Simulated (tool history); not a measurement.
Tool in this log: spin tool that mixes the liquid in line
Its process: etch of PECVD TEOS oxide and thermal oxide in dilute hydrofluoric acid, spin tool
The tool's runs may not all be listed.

| run | hour | temperature setpoint of the liquid (°C) | parts of water to one part of 49 % hydrofluoric acid (parts by volume) | time under the liquid (s) | thickness taken off the PECVD TEOS oxide on a monitor wafer (Å) | thickness taken off the thermal oxide on a monitor wafer (Å) |
|---|---|---|---|---|---|---|
| 1 | 0.0 | 23.0 | 230 | 180 | 109.650 | 29.288 |
| 2 | 4.9 | 21.5 | 255 | 180 | 90.625 | 23.834 |
| 3 | 5.9 | 21.5 | 210 | 180 | 115.250 | 30.366 |
| 4 | 13.3 | 21.5 | 270 | 180 | 85.077 | 22.335 |
| 5 | 21.0 | 21.5 | 320 | 180 | 67.892 | 18.364 |
| 6 | 28.6 | 20.5 | 320 | 180 | 65.894 | 17.382 |

For run 7, what comes out?
| 7 | 31.4 | 20.0 | 325 | 180 | ? | ? |

thickness taken off the PECVD TEOS oxide on a monitor wafer (Å): 63.859
thickness taken off the thermal oxide on a monitor wafer (Å): 16.858
